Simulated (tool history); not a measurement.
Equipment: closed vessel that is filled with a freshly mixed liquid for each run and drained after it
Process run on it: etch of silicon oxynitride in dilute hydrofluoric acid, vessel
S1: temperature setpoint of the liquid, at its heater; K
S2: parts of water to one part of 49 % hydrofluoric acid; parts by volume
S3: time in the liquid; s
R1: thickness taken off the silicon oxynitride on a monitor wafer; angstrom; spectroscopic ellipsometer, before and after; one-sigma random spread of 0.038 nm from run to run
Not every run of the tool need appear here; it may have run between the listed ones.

run 1 day=0 | S1=298.15 S2=215 S3=180 | R1=19.76
run 2 day=0.204 | S1=298.15 S2=215 S3=180 | R1=19.707
run 3 day=0.254 | S1=298.15 S2=215 S3=125 | R1=13.713
run 4 day=0.625 | S1=299.65 S2=180 S3=125 | R1=18.06
run 5 day=0.675 | S1=299.65 S2=225 S3=125 | R1=13.851
run 6 day=0.983 | S1=298.65 S2=190 S3=130 | R1=17.017
run 7 day=1.271 | S1=300.15 S2=160 S3=140 | R1=23.631
run 8 day=1.554 | S1=301.15 S2=140 S3=140 | R1=28.562

Run 9 comes next. What will it give?
run 9 day=1.796 | S1=302.15 S2=130 S3=140 | R1=?

{"run 9": {"R1": 32.567}}
